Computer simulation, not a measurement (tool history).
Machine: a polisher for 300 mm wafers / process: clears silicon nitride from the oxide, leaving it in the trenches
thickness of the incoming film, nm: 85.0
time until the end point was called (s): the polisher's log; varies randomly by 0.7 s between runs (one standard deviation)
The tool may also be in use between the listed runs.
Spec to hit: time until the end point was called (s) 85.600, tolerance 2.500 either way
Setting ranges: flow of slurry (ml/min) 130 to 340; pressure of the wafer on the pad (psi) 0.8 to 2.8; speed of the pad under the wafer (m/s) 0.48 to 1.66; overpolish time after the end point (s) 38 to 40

run  hour  flow of slurry (ml/min)  pressure of the wafer on the pad (psi)  speed of the pad under the wafer (m/s)  overpolish time after the end point (s)  time until the end point was called (s)
  1   0.0                      220                                     1.8                                    1.06                                       38                                  143.270
  2   8.9                      220                                     1.8                                    1.06                                       40                                  144.410
  3  17.9                      225                                     2.0                                    1.06                                       40                                  131.120
  4  23.6                      225                                     2.2                                    1.08                                       40                                  118.750
  5  26.4                      185                                     2.2                                    1.08                                       40                                  121.000
     34.9  -- slurry nozzle cleaned
  6  34.9                      185                                     2.2                                    1.08                                       40                                  117.870
  7  41.3                      205                                     2.7                                    1.10                                       40                                   94.950
  8  46.6                      205                                     2.7                                    1.12                                       40                                   94.053

Consider the 4 candidate settings below. Which is the only one whose results all fall within their allowed miss of target?
  A  51.9                      185                                     2.7                                    1.08                                       38                                        ?
  B  51.9                      215                                     2.5                                    1.08                                       38                                        ?
  C  51.9                      270                                     2.8                                    1.16                                       38                                        ?
  D  51.9                      200                                     2.4                                    1.14                                       38                                        ?

move  time until the end point was called (s)
   A                                   97.821
   B                                  103.580
   C                                   85.533
   D                                  102.660
A: moves away from the targets compared with the last run
B: moves away from the targets compared with the last run
C: in spec on every target
D: moves away from the targets compared with the last run
The right move is C.
